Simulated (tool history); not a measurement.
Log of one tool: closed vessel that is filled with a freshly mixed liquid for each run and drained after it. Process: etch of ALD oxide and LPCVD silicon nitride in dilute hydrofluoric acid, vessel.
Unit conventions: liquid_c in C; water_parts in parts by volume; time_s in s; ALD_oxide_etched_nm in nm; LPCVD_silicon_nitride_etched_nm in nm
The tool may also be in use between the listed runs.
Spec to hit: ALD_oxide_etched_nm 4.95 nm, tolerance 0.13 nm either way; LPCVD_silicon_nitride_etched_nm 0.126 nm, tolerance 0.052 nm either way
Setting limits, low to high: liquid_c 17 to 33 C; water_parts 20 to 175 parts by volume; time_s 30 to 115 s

run,day,liquid_c,water_parts,time_s,ALD_oxide_etched_nm,LPCVD_silicon_nitride_etched_nm
1,0,25,95,60,12.639,0.25544
2,0.054,23,110,60,9.9838,0.23602
3,0.238,23,80,60,14.148,0.32521
4,0.296,21.5,100,60,10.425,0.24927
5,0.625,20.5,115,60,8.507,0.23646
6,0.992,23,115,60,9.3584,0.23488
7,1.029,21.5,125,60,8.0398,0.16531
8,1.138,20,135,60,6.9291,0.16151
9,1.45,19,140,60,6.4147,0.13984
10,1.792,19,140,60,6.3914,0.14002
11,2.133,18.5,145,60,6.0622,0.11067
12,2.333,19,150,60,5.8945,0.14352

Which of these 5 next moves meets every target?
A,2.533,23.5,145,40,?,?
B,2.533,17,165,80,?,?
C,2.533,17,130,50,?,?
D,2.533,19.5,110,55,?,?
E,2.533,17,70,30,?,?

move,ALD_oxide_etched_nm,LPCVD_silicon_nitride_etched_nm
A,4.9515,0.14914
B,6.5896,0.17063
C,5.4084,0.13419
D,7.958,0.20603
E,6.4147,0.14662
A: each result inside its tolerance
B: its largest miss is bigger than the last run's
C: nearer than the last run, and not there yet
D: its largest miss is bigger than the last run's
E: its largest miss is bigger than the last run's
So the answer is move A, the one that meets all the targets.
